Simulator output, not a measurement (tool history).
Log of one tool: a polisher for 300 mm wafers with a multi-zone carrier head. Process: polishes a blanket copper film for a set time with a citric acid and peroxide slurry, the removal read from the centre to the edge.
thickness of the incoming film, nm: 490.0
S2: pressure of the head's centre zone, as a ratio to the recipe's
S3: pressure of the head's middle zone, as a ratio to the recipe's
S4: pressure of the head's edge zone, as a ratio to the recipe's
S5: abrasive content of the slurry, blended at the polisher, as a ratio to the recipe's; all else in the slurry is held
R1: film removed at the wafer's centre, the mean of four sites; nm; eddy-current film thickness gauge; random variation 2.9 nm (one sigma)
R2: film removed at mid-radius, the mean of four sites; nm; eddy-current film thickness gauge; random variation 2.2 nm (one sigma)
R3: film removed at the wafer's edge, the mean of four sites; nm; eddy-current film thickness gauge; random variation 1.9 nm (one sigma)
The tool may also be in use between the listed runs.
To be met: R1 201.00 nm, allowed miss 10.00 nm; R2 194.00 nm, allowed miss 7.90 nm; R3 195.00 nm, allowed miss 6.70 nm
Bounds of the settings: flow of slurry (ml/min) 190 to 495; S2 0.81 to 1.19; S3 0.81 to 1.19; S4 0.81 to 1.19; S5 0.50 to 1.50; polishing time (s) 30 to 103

Run 1, day 0.000: flow of slurry (ml/min) 320, S2 1.00, S3 1.00, S4 1.00, S5 1.00, polishing time (s) 66. Result: R1 150.07 nm, R2 156.57 nm, R3 150.75 nm.
Run 2, day 0.208: flow of slurry (ml/min) 320, S2 1.00, S3 0.95, S4 1.00, S5 1.00, polishing time (s) 66. Result: R1 150.51 nm, R2 148.71 nm, R3 151.90 nm.
Run 3, day 0.575: flow of slurry (ml/min) 320, S2 1.02, S3 0.96, S4 1.02, S5 1.10, polishing time (s) 67. Result: R1 157.54 nm, R2 155.30 nm, R3 153.75 nm.
Run 4, day 0.604: flow of slurry (ml/min) 320, S2 1.02, S3 0.95, S4 1.03, S5 1.15, polishing time (s) 70. Result: R1 168.22 nm, R2 162.34 nm, R3 163.40 nm.
Run 5, day 0.675: flow of slurry (ml/min) 320, S2 1.02, S3 0.95, S4 1.04, S5 1.20, polishing time (s) 72. Result: R1 171.08 nm, R2 166.93 nm, R3 169.47 nm.
Run 6, day 1.033: flow of slurry (ml/min) 260, S2 1.02, S3 0.95, S4 1.04, S5 1.20, polishing time (s) 72. Result: R1 171.69 nm, R2 165.94 nm, R3 168.09 nm.
Run 7, day 1.233: flow of slurry (ml/min) 260, S2 1.02, S3 0.95, S4 1.05, S5 1.25, polishing time (s) 74. Result: R1 175.87 nm, R2 165.97 nm, R3 175.80 nm.
Run 8, day 1.429: flow of slurry (ml/min) 265, S2 1.03, S3 0.97, S4 1.06, S5 1.30, polishing time (s) 75. Result: R1 179.93 nm, R2 176.81 nm, R3 179.66 nm.
Run 9, day 1.742: flow of slurry (ml/min) 265, S2 1.04, S3 0.97, S4 1.07, S5 1.35, polishing time (s) 76. Result: R1 183.37 nm, R2 177.14 nm, R3 184.24 nm.

5 next moves are on the table. One of them brings every result within its allowed miss. Which?
Run A, day 2.054: flow of slurry (ml/min) 230, S2 1.14, S3 0.81, S4 1.05, S5 1.35, polishing time (s) 78. Result: R1 ?, R2 ?, R3 ?.
Run B, day 2.054: flow of slurry (ml/min) 230, S2 1.14, S3 0.81, S4 1.16, S5 1.15, polishing time (s) 84. Result: R1 ?, R2 ?, R3 ?.
Run C, day 2.054: flow of slurry (ml/min) 250, S2 1.05, S3 1.01, S4 1.08, S5 1.40, polishing time (s) 80. Result: R1 ?, R2 ?, R3 ?.
Run D, day 2.054: flow of slurry (ml/min) 315, S2 1.19, S3 1.11, S4 0.94, S5 1.30, polishing time (s) 75. Result: R1 ?, R2 ?, R3 ?.
Run E, day 2.054: flow of slurry (ml/min) 270, S2 0.92, S3 0.88, S4 1.19, S5 1.45, polishing time (s) 75. Result: R1 ?, R2 ?, R3 ?.

move      R1      R2      R3
   A  211.66  155.96  184.24
   B  222.52  163.94  203.16
   C  203.01  189.80  193.29
   D  218.32  192.38  170.50
   E  168.68  163.26  192.32
A: further off than the last run
B: further off than the last run
C: meets every target
D: brings the result that was furthest off to its target, and leaves another outside
E: further off than the last run
Move C is the one to make.
